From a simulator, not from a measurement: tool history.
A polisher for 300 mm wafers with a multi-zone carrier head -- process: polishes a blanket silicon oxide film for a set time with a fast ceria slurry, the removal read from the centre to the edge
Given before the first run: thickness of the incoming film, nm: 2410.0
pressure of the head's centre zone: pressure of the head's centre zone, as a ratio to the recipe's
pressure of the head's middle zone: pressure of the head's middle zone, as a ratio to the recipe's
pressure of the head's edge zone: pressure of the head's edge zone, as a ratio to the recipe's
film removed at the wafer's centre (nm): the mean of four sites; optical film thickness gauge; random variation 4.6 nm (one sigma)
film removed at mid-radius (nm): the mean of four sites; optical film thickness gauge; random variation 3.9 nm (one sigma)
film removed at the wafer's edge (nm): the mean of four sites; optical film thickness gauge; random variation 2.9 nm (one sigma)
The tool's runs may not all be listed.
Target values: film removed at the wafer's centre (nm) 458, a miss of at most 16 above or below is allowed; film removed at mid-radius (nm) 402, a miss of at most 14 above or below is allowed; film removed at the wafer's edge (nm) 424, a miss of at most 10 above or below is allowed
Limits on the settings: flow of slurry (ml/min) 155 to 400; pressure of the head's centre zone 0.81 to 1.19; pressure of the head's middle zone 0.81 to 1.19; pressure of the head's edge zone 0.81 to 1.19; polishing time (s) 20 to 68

| run | hour | flow of slurry (ml/min) | pressure of the head's centre zone | pressure of the head's middle zone | pressure of the head's edge zone | polishing time (s) | film removed at the wafer's centre (nm) | film removed at mid-radius (nm) | film removed at the wafer's edge (nm) |
|---|---|---|---|---|---|---|---|---|---|
| 1 | 0 | 255 | 1 | 1 | 1 | 44 | 490.67 | 492.46 | 501.91 |
| 2 | 2.2 | 255 | 1.07 | 1 | 1 | 44 | 523.86 | 484.18 | 500.36 |
| 3 | 9.3 | 255 | 1.07 | 1 | 1 | 35 | 421.75 | 385.62 | 398.34 |
| 4 | 15.5 | 255 | 1.07 | 1 | 1.06 | 35 | 415.74 | 392.37 | 410.98 |
| 5 | 16.6 | 265 | 1.09 | 1 | 1.06 | 35 | 423.47 | 390.26 | 412.14 |
| 6 | 19.2 | 265 | 1.09 | 0.92 | 1.06 | 35 | 430.55 | 360.2 | 407.13 |
| 7 | 28 | 280 | 1.1 | 0.94 | 1.06 | 35 | 438.59 | 373.7 | 413.01 |
| 8 | 35.9 | 295 | 1.1 | 0.95 | 1.06 | 35 | 430.77 | 377.04 | 410.16 |
| 9 | 39.1 | 295 | 1.11 | 0.96 | 1.06 | 35 | 440.25 | 386.95 | 416.56 |

Which one of the following 5 next-run settings gets every result inside its allowed miss? There is exactly one.
| A | 42.3 | 305 | 1.04 | 1.07 | 1.05 | 36 | ? | ? | ? |
| B | 42.3 | 295 | 1.08 | 1.12 | 1.13 | 35 | ? | ? | ? |
| C | 42.3 | 305 | 1.06 | 0.99 | 1.07 | 36 | ? | ? | ? |
| D | 42.3 | 330 | 1.12 | 0.99 | 1.05 | 36 | ? | ? | ? |
| E | 42.3 | 365 | 1.18 | 0.97 | 1.03 | 36 | ? | ? | ? |

| move | film removed at the wafer's centre (nm) | film removed at mid-radius (nm) | film removed at the wafer's edge (nm) |
|---|---|---|---|
| A | 431.39 | 430.83 | 424.58 |
| B | 434.38 | 434.12 | 427.09 |
| C | 439.5 | 403.3 | 429.04 |
| D | 468.03 | 405.9 | 427.22 |
| E | 497.58 | 402.07 | 425.9 |
A: lands further from the targets than the last run did
B: lands further from the targets than the last run did
C: just as far off the targets as the last run
D: every result within its allowed miss
E: moves the result that the last run missed by most past its target, out the other side
D meets every target.

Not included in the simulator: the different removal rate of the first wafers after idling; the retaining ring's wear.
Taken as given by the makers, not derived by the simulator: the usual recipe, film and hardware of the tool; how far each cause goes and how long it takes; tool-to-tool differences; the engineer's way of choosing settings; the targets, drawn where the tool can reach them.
